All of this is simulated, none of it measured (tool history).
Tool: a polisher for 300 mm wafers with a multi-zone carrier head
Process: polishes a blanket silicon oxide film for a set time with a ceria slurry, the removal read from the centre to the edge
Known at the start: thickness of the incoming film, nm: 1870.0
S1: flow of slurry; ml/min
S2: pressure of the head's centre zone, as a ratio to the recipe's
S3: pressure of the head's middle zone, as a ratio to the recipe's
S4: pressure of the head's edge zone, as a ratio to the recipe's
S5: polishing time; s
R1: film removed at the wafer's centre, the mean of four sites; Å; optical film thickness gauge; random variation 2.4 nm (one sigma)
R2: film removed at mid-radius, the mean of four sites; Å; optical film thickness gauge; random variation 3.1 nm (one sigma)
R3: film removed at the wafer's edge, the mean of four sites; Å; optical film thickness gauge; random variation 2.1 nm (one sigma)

run 1 hour=0 | S1=140 S2=1 S3=1 S4=1 S5=50 | R1=2118.4 R2=2120.6 R3=2124.9
run 2 hour=7.6 | S1=145 S2=1 S3=1.01 S4=1.03 S5=52 | R1=2261 R2=2246.3 R3=2255.8
run 3 hour=8.6 | S1=150 S2=0.99 S3=1.02 S4=1.05 S5=54 | R1=2354.4 R2=2426.9 R3=2366
run 4 hour=15.7 | S1=150 S2=0.92 S3=1.02 S4=1.05 S5=54 | R1=2191.9 R2=2339.7 R3=2356
run 5 hour=24.4 | S1=150 S2=0.92 S3=1.02 S4=1.05 S5=45 | R1=1830.3 R2=1982.6 R3=1973.7
run 6 hour=31.1 | S1=150 S2=0.92 S3=1.02 S4=1.05 S5=37 | R1=1503.1 R2=1607.1 R3=1623.1
run 7 hour=37.4 | S1=150 S2=0.92 S3=1.03 S4=1.06 S5=41 | R1=1679.8 R2=1832.6 R3=1817.1
run 8 hour=42.4 | S1=175 S2=0.96 S3=1.06 S4=1.16 S5=55 | R1=2375.7 R2=2566.8 R3=2604.6
run 9 hour=43 | S1=180 S2=0.96 S3=1.07 S4=1.16 S5=56 | R1=2471.3 R2=2629.3 R3=2670.1
run 10 hour=45.9 | S1=180 S2=0.96 S3=1.08 S4=1.16 S5=57 | R1=2509 R2=2713.5 R3=2680.4
run 11 hour=49.5 | S1=180 S2=0.96 S3=1.08 S4=1.16 S5=58 | R1=2521.4 R2=2784.5 R3=2766.9

Run 12 comes next. What will it give?
run 12 hour=51 | S1=185 S2=0.96 S3=1.08 S4=1.16 S5=58 | R1=? R2=? R3=?

{"run 12": {"R1": 2565.8, "R2": 2776.6, "R3": 2747.4}}
